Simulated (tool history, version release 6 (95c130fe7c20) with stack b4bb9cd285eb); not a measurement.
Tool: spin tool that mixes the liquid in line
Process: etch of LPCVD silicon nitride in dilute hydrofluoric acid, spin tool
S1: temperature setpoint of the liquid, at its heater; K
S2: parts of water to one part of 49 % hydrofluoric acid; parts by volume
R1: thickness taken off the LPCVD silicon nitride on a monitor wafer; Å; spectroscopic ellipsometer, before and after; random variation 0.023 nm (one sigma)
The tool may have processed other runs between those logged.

{"run": 1, "day": 0.0, "S1": 297.15, "S2": 75, "time under the liquid (s)": 260, "R1": 18.972}
{"run": 2, "day": 0.071, "S1": 300.65, "S2": 75, "time under the liquid (s)": 260, "R1": 25.15}
{"run": 3, "day": 0.367, "S1": 298.15, "S2": 75, "time under the liquid (s)": 260, "R1": 21.22}
{"run": 4, "day": 0.592, "S1": 298.15, "S2": 75, "time under the liquid (s)": 260, "R1": 21.387}
{"run": 5, "day": 0.933, "S1": 296.15, "S2": 80, "time under the liquid (s)": 260, "R1": 16.897}
{"run": 6, "day": 1.258, "S1": 293.15, "S2": 80, "time under the liquid (s)": 260, "R1": 14.273}
{"run": 7, "day": 1.392, "S1": 292.65, "S2": 80, "time under the liquid (s)": 260, "R1": 13.787}
{"run": 8, "day": 1.429, "S1": 292.15, "S2": 80, "time under the liquid (s)": 260, "R1": 12.944}
{"run": 9, "day": 1.454, "S1": 291.65, "S2": 80, "time under the liquid (s)": 260, "R1": 13.121}

Run 10 has not been measured yet. What should we expect?
{"run": 10, "day": 1.612, "S1": 291.15, "S2": 80, "time under the liquid (s)": 260, "R1": "?"}

Run 10 came out at R1 12.479 Å.
